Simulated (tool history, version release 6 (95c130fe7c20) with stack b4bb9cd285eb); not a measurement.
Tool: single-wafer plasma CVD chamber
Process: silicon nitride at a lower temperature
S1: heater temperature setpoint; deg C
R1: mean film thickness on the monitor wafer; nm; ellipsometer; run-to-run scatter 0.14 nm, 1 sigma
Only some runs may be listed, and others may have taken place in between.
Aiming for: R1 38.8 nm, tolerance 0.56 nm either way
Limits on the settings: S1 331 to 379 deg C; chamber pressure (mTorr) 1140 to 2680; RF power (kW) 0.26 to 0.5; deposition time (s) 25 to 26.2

Run 1, hour 0: S1 355 deg C, chamber pressure (mTorr) 1910, RF power (kW) 0.38, deposition time (s) 26.2. Result: R1 35.78 nm.
Run 2, hour 4.8: S1 355 deg C, chamber pressure (mTorr) 1910, RF power (kW) 0.38, deposition time (s) 25. Result: R1 34.293 nm.
Run 3, hour 6.9: S1 355 deg C, chamber pressure (mTorr) 1910, RF power (kW) 0.38, deposition time (s) 25. Result: R1 34.097 nm.
Run 4, hour 9.7: S1 355 deg C, chamber pressure (mTorr) 1910, RF power (kW) 0.355, deposition time (s) 25. Result: R1 32.792 nm.
Run 5, hour 13.6: S1 355 deg C, chamber pressure (mTorr) 2020, RF power (kW) 0.365, deposition time (s) 25. Result: R1 33.832 nm.
Run 6, hour 19.9: S1 355 deg C, chamber pressure (mTorr) 1730, RF power (kW) 0.365, deposition time (s) 25. Result: R1 32.075 nm.
Run 7, hour 21.2: S1 355 deg C, chamber pressure (mTorr) 1880, RF power (kW) 0.365, deposition time (s) 25. Result: R1 32.883 nm.
Run 8, hour 29.3: S1 355 deg C, chamber pressure (mTorr) 2010, RF power (kW) 0.37, deposition time (s) 25. Result: R1 34.244 nm.
Run 9, hour 30.1: S1 355 deg C, chamber pressure (mTorr) 2390, RF power (kW) 0.38, deposition time (s) 25. Result: R1 36.52 nm.
Run 10, hour 37.6: S1 355 deg C, chamber pressure (mTorr) 2430, RF power (kW) 0.385, deposition time (s) 25. Result: R1 37.315 nm.
Run 11, hour 39.1: S1 355 deg C, chamber pressure (mTorr) 2470, RF power (kW) 0.385, deposition time (s) 25. Result: R1 37.376 nm.
Run 12, hour 42.8: S1 355 deg C, chamber pressure (mTorr) 2500, RF power (kW) 0.385, deposition time (s) 25. Result: R1 37.692 nm.
Run 13, hour 51.5: S1 355 deg C, chamber pressure (mTorr) 2530, RF power (kW) 0.385, deposition time (s) 25. Result: R1 37.529 nm.
Run 14, hour 52.2: S1 355 deg C, chamber pressure (mTorr) 2550, RF power (kW) 0.385, deposition time (s) 25. Result: R1 37.732 nm.
Run 15, hour 53.8: S1 355 deg C, chamber pressure (mTorr) 2570, RF power (kW) 0.385, deposition time (s) 25. Result: R1 37.595 nm.
Run 16, hour 58.6: S1 355 deg C, chamber pressure (mTorr) 2590, RF power (kW) 0.385, deposition time (s) 25. Result: R1 37.847 nm.
Run 17, hour 67.3: S1 355 deg C, chamber pressure (mTorr) 2600, RF power (kW) 0.385, deposition time (s) 25. Result: R1 37.768 nm.
Run 18, hour 71.4: S1 355 deg C, chamber pressure (mTorr) 2610, RF power (kW) 0.385, deposition time (s) 25. Result: R1 37.841 nm.
Run 19, hour 76: S1 355 deg C, chamber pressure (mTorr) 2620, RF power (kW) 0.385, deposition time (s) 25. Result: R1 37.861 nm.
Run 20, hour 79.2: S1 355 deg C, chamber pressure (mTorr) 2630, RF power (kW) 0.385, deposition time (s) 25. Result: R1 37.83 nm.
Run 21, hour 84.6: S1 355 deg C, chamber pressure (mTorr) 2640, RF power (kW) 0.385, deposition time (s) 25. Result: R1 38.181 nm.
Run 22, hour 88.2: S1 355 deg C, chamber pressure (mTorr) 2650, RF power (kW) 0.385, deposition time (s) 25. Result: R1 38.03 nm.

Which single option among these 4 for the next run brings every result within its allowed miss of target? Just one does.
Run A, hour 91.8: S1 368 deg C, chamber pressure (mTorr) 2660, RF power (kW) 0.4, deposition time (s) 25. Result: R1 ?.
Run B, hour 91.8: S1 364 deg C, chamber pressure (mTorr) 2470, RF power (kW) 0.42, deposition time (s) 25.4. Result: R1 ?.
Run C, hour 91.8: S1 355 deg C, chamber pressure (mTorr) 2650, RF power (kW) 0.405, deposition time (s) 25.9. Result: R1 ?.
Run D, hour 91.8: S1 348 deg C, chamber pressure (mTorr) 2520, RF power (kW) 0.395, deposition time (s) 26.2. Result: R1 ?.

move      R1
   A  38.754
   B   39.79
   C  40.631
   D  40.087
A: each result inside its tolerance
B: carries the result that was furthest off beyond its target, to the other side
C: carries the result that was furthest off beyond its target, to the other side
D: carries the result that was furthest off beyond its target, to the other side
The right move is A.
